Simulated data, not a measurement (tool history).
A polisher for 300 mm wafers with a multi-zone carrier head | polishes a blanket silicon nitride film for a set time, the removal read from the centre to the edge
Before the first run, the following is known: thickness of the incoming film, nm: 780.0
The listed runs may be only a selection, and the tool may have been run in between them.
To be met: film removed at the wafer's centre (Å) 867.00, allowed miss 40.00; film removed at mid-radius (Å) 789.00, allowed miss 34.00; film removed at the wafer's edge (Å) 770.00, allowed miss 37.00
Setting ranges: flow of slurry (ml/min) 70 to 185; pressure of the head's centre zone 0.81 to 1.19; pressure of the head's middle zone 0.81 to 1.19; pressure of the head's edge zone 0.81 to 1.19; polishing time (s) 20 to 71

run  hour  flow of slurry (ml/min)  pressure of the head's centre zone  pressure of the head's middle zone  pressure of the head's edge zone  polishing time (s)  film removed at the wafer's centre (Å)  film removed at mid-radius (Å)  film removed at the wafer's edge (Å)
  1   0.0                      120                                1.00                                1.00                              1.00                  45                                  616.48                          621.87                                620.21
  2   1.8                      120                                0.92                                1.00                              1.00                  45                                  564.29                          605.11                                624.24
  3   9.9                      120                                0.92                                1.00                              1.00                  34                                  431.79                          471.13                                460.66
  4  17.7                      120                                0.92                                1.00                              1.00                  45                                  559.44                          621.56                                619.78
  5  22.2                      120                                0.92                                1.00                              1.06                  45                                  560.25                          624.20                                631.60
  6  24.6                      120                                0.92                                1.00                              1.02                  45                                  563.30                          616.28                                609.00
  7  30.2                      125                                0.96                                1.01                              1.03                  46                                  602.86                          637.06                                628.71
  8  37.0                      125                                0.99                                1.01                              1.02                  48                                  648.90                          664.55                                654.67
  9  45.4                      125                                1.01                                1.01                              1.02                  50                                  709.94                          711.32                                705.40
 10  48.0                      130                                1.03                                1.01                              1.02                  51                                  740.61                          730.92                                722.74
 11  53.0                      135                                1.05                                1.01                              1.02                  51                                  775.67                          716.92                                699.20
 12  54.0                      135                                1.06                                1.01                              1.02                  52                                  757.64                          741.53                                730.12
 13  62.8                      135                                1.08                                1.01                              1.02                  53                                  823.14                          760.58                                739.35

5 next moves are on the table. One of them brings every result within its allowed miss. Which?
  A  71.6                      135                                1.10                                1.01                              0.99                  55                                       ?                               ?                                     ?
  B  71.6                      105                                0.99                                1.01                              1.05                  57                                       ?                               ?                                     ?
  C  71.6                      120                                1.01                                0.94                              1.11                  56                                       ?                               ?                                     ?
  D  71.6                      165                                1.09                                0.85                              1.00                  57                                       ?                               ?                                     ?
  E  71.6                       95                                1.06                                0.93                              1.05                  61                                       ?                               ?                                     ?

move  film removed at the wafer's centre (Å)  film removed at mid-radius (Å)  film removed at the wafer's edge (Å)
   A                                  859.29                          771.24                                759.81
   B                                  742.77                          748.82                                774.16
   C                                  776.79                          718.72                                803.15
   D                                  922.86                          720.95                                816.47
   E                                  820.11                          723.91                                811.71
A: every result within its allowed miss
B: the biggest miss grows against the last run
C: the biggest miss grows against the last run
D: the result that was furthest off in the last run now lies on the other side of its target
E: the biggest miss grows against the last run
A meets every target.
